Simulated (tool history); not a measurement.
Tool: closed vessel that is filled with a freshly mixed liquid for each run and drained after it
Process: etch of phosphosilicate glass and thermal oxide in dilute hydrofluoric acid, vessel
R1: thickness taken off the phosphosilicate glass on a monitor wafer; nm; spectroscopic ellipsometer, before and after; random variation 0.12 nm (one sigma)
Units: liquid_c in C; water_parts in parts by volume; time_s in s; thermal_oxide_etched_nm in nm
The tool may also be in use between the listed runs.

{"run": 1, "hour": 0.0, "liquid_c": 24, "water_parts": 295, "time_s": 100, "R1": 22.584, "thermal_oxide_etched_nm": 1.1947}
{"run": 2, "hour": 1.2, "liquid_c": 24, "water_parts": 255, "time_s": 100, "R1": 27.085, "thermal_oxide_etched_nm": 1.446}
{"run": 3, "hour": 4.3, "liquid_c": 25, "water_parts": 255, "time_s": 100, "R1": 28.269, "thermal_oxide_etched_nm": 1.5069}
{"run": 4, "hour": 4.8, "liquid_c": 25, "water_parts": 255, "time_s": 65, "R1": 18.354, "thermal_oxide_etched_nm": 0.95408}
{"run": 5, "hour": 12.2, "liquid_c": 25, "water_parts": 255, "time_s": 45, "R1": 12.612, "thermal_oxide_etched_nm": 0.63805}
{"run": 6, "hour": 17.4, "liquid_c": 25, "water_parts": 255, "time_s": 30, "R1": 8.461, "thermal_oxide_etched_nm": 0.424}
{"run": 7, "hour": 25.6, "liquid_c": 26, "water_parts": 225, "time_s": 30, "R1": 10.256, "thermal_oxide_etched_nm": 0.53152}
{"run": 8, "hour": 27.3, "liquid_c": 30, "water_parts": 105, "time_s": 55, "R1": 54.167, "thermal_oxide_etched_nm": 2.8195}
{"run": 9, "hour": 35.6, "liquid_c": 29.5, "water_parts": 105, "time_s": 55, "R1": 53.569, "thermal_oxide_etched_nm": 3.0093}
{"run": 10, "hour": 37.7, "liquid_c": 29, "water_parts": 105, "time_s": 55, "R1": 52.28, "thermal_oxide_etched_nm": 2.7111}
{"hour": 41.6, "done": "hydrofluoric acid flow meter replaced"}
{"run": 11, "hour": 41.6, "liquid_c": 28, "water_parts": 105, "time_s": 55, "R1": 54.289, "thermal_oxide_etched_nm": 2.8765}
{"run": 12, "hour": 46.7, "liquid_c": 27.5, "water_parts": 110, "time_s": 55, "R1": 50.046, "thermal_oxide_etched_nm": 2.7095}
{"run": 13, "hour": 49.8, "liquid_c": 26.5, "water_parts": 115, "time_s": 55, "R1": 46.16, "thermal_oxide_etched_nm": 2.3426}
{"run": 14, "hour": 56.6, "liquid_c": 26, "water_parts": 120, "time_s": 55, "R1": 42.851, "thermal_oxide_etched_nm": 2.2729}
{"run": 15, "hour": 57.7, "liquid_c": 25, "water_parts": 120, "time_s": 55, "R1": 41.247, "thermal_oxide_etched_nm": 2.2086}
{"run": 16, "hour": 62.7, "liquid_c": 24.5, "water_parts": 120, "time_s": 55, "R1": 40.739, "thermal_oxide_etched_nm": 2.2742}
{"run": 17, "hour": 67.0, "liquid_c": 24, "water_parts": 120, "time_s": 55, "R1": 40.019, "thermal_oxide_etched_nm": 2.187}

Run 18 comes next. What will it give?
{"run": 18, "hour": 69.2, "liquid_c": 23.5, "water_parts": 120, "time_s": 55, "R1": "?", "thermal_oxide_etched_nm": "?"}

{"run 18": {"R1": 39.022, "thermal_oxide_etched_nm": 2.0515}}
